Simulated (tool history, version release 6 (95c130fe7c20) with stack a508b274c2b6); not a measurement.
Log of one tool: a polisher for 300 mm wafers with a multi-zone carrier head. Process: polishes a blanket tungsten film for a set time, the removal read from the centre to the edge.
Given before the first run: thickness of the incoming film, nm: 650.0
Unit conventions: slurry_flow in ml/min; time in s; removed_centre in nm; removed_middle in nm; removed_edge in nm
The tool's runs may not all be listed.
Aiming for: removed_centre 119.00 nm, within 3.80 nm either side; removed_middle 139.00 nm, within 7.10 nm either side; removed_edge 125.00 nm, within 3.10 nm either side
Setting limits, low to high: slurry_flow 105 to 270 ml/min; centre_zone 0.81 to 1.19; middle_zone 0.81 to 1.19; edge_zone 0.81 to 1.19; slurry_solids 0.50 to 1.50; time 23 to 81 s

run  hour  slurry_flow  centre_zone  middle_zone  edge_zone  slurry_solids  time  removed_centre  removed_middle  removed_edge
  1   0.0          175         1.00         1.00       1.00           1.00    52          212.49          211.77        204.36
  2   3.8          165         0.96         1.00       0.96           0.85    48          182.79          186.51        179.34
  3  10.8          165         0.99         1.00       0.96           0.85    48          186.07          188.92        179.63
  4  13.0          165         0.99         1.00       0.90           0.85    48          185.59          186.49        174.22
  5  18.6          165         0.99         1.00       0.90           0.65    48          179.83          179.76        169.55
  6  20.6          145         0.99         1.00       0.90           0.65    48          174.70          174.88        164.04
  7  28.1          135         0.95         1.01       0.88           0.60    45          151.67          161.93        148.44
  8  35.5          130         0.93         1.01       0.87           0.55    44          138.85          154.59        141.42
  9  38.0          125         0.92         1.01       0.86           0.55    43          134.15          152.01        134.49
 10  40.1          120         0.90         0.99       0.85           0.55    43          129.02          141.58        136.81
 11  41.3          120         0.90         1.00       0.84           0.55    42          126.29          140.78        130.01
 12  49.5          115         0.89         1.00       0.83           0.55    42          124.83          140.19        128.70
 13  54.6          115         0.88         1.00       0.83           0.55    42          121.01          137.28        129.49
 14  59.8          115         0.88         1.01       0.82           0.55    42          121.47          139.99        128.15

Which of these 5 next moves meets every target?
  A  65.0          120         0.85         1.06       0.82           0.50    40               ?               ?             ?
  B  65.0          110         0.85         1.01       0.83           0.50    44               ?               ?             ?
  C  65.0          140         0.85         0.98       0.81           0.60    39               ?               ?             ?
  D  65.0          105         0.97         1.04       0.81           0.50    41               ?               ?             ?
  E  65.0          110         0.86         1.05       0.83           0.65    44               ?               ?             ?

move  removed_centre  removed_middle  removed_edge
   A          110.55          140.45        121.49
   B          117.99          144.49        132.08
   C          115.93          137.11        124.72
   D          123.46          135.87        120.48
   E          124.43          155.58        137.54
A: moves the result that the last run missed by most past its target, out the other side
B: further off than the last run
C: all results in spec
D: moves the result that the last run missed by most past its target, out the other side
E: further off than the last run
Correct choice: C, which meets every target
